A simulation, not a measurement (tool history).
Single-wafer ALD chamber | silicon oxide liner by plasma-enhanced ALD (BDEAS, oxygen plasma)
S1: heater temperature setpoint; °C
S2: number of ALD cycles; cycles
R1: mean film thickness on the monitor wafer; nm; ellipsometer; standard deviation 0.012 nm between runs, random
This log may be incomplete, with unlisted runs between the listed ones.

run 1 hour=0 | S1=315 S2=26 | R1=2.5696
run 2 hour=6.8 | S1=315 S2=25 | R1=2.463
run 3 hour=9.8 | S1=309 S2=25 | R1=2.4982
run 4 hour=18 | S1=309 S2=27 | R1=2.6801
run 5 hour=24.7 | S1=309 S2=29 | R1=2.8457
run 6 hour=32.8 | S1=310 S2=27 | R1=2.7024
run 7 hour=34.1 | S1=312 S2=25 | R1=2.4737

The next listed run, before its measurement:
run 8 hour=38.7 | S1=315 S2=21 | R1=?

R1: 2.0716 nm
